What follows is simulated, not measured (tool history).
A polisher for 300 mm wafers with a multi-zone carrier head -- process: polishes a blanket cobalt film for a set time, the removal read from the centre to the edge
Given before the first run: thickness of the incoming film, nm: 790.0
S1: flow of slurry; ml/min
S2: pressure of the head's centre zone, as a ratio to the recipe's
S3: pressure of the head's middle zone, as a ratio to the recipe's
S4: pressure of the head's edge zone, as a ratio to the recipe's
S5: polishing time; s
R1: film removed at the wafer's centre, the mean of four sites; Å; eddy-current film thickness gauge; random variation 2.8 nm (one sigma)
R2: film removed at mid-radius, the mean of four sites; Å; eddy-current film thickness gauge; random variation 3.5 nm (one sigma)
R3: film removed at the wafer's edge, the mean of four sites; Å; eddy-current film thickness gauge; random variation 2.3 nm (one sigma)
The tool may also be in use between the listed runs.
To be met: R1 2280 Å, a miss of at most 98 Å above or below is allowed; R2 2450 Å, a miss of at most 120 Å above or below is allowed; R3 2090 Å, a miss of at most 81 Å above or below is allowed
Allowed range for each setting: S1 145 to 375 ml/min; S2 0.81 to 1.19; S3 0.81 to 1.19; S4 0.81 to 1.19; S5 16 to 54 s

run	day	S1	S2	S3	S4	S5	R1	R2	R3
1	0	240	1	1	1	35	1816.8	1854	1784.3
2	0.154	240	1	1	0.96	35	1874.8	1923.2	1755.8
3	0.329	240	0.96	1	0.96	35	1748.4	1893.7	1755.9
4	0.604	240	0.96	1	1.04	35	1773.1	1941.4	1832.2
5	0.958	300	0.96	1	1.04	35	1827.9	1904.7	1851
6	1.233	300	0.98	1.03	1.03	36	1893.1	1990.7	1945.2
7	1.338	280	1	1.05	0.98	37	1972.5	2133.5	1935.8
8	1.508	280	1.02	1.07	0.98	37	2047.6	2152.6	1917.9
9	1.671	280	1.03	1.09	0.99	38	2097	2209.3	1975.7
10	1.962	285	1.04	1.11	0.99	38	2181.3	2239.4	1964.6

Which single option among these 5 for the next run brings every result within its allowed miss of target? Just one does.
A	2.254	270	1.03	1.13	0.97	41	?	?	?
B	2.254	245	1.09	1.08	0.86	43	?	?	?
C	2.254	285	1.1	1.14	0.9	38	?	?	?
D	2.254	310	1.13	1.12	0.95	41	?	?	?
E	2.254	315	1.07	0.93	1.13	36	?	?	?

move	R1	R2	R3
A	2252.9	2446.6	2089.2
B	2476.8	2446.8	2068.1
C	2242.6	2294.7	1880.3
D	2504.8	2454.7	2088.3
E	2081.9	1843.9	1993.4
A: each result inside its tolerance
B: meets the target for the result that was furthest off, but another lies outside its allowed miss
C: the biggest miss grows against the last run
D: meets the target for the result that was furthest off, but another lies outside its allowed miss
E: the biggest miss grows against the last run
Correct choice: A, which meets every target
